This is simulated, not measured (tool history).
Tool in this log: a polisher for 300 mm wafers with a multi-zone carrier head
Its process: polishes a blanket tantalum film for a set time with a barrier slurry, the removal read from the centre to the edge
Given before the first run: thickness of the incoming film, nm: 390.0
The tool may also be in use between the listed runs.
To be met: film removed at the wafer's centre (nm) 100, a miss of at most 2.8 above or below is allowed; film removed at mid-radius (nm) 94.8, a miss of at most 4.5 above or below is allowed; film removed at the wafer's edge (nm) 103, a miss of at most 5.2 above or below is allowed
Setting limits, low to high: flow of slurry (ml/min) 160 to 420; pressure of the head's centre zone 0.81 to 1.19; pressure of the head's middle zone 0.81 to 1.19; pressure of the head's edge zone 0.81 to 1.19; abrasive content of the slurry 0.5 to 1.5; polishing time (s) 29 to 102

run	day	flow of slurry (ml/min)	pressure of the head's centre zone	pressure of the head's middle zone	pressure of the head's edge zone	abrasive content of the slurry	polishing time (s)	film removed at the wafer's centre (nm)	film removed at mid-radius (nm)	film removed at the wafer's edge (nm)
1	0	270	1	1	1	1	65	79.901	79.418	79.08
2	0.075	270	1.01	1	1.03	1.1	65	84.972	80.567	82.526
3	0.371	270	1.01	1.08	1.03	1.1	65	84.322	89.193	79.762
4	0.642	270	1.01	1.16	1.03	1.1	65	83.913	92.071	82.297
5	0.925	265	1	1.11	1.06	1.15	66	85.198	90.621	84.086
6	1.046	330	1	1.11	1.06	1.15	66	87.541	92.402	86.778
7	1.258	340	1	1.09	1.08	1.2	67	91.954	95.925	89.698
8	1.35	340	1	1.09	1.08	1.2	67	90.311	94.666	89.858
9	1.483	345	1	1.07	1.1	1.25	67	91.397	94.792	90.648
10	1.779	350	1	1.04	1.12	1.3	68	94.477	96.879	94.873
11	2.138	355	1	1.02	1.13	1.3	68	93.399	94.699	96.483

Consider the 5 candidate settings below. Which is the only one whose results all fall within their allowed miss of target?
A	2.496	325	0.96	1.05	1.17	1.3	67	?	?	?
B	2.496	335	0.9	0.97	1.19	1.15	76	?	?	?
C	2.496	390	0.84	0.81	1.19	1.05	80	?	?	?
D	2.496	385	1.01	0.94	1.19	1.4	70	?	?	?
E	2.496	350	0.95	1.12	1.1	1.45	62	?	?	?

move	film removed at the wafer's centre (nm)	film removed at mid-radius (nm)	film removed at the wafer's edge (nm)
A	89.199	94.936	93.58
B	91.834	99.27	103.49
C	88.744	92.295	107.04
D	101.43	95.581	101.42
E	84.541	94.726	87.426
A: lands further from the targets than the last run did
B: lands further from the targets than the last run did
C: lands further from the targets than the last run did
D: all results in spec
E: lands further from the targets than the last run did
Move D is the one to make.
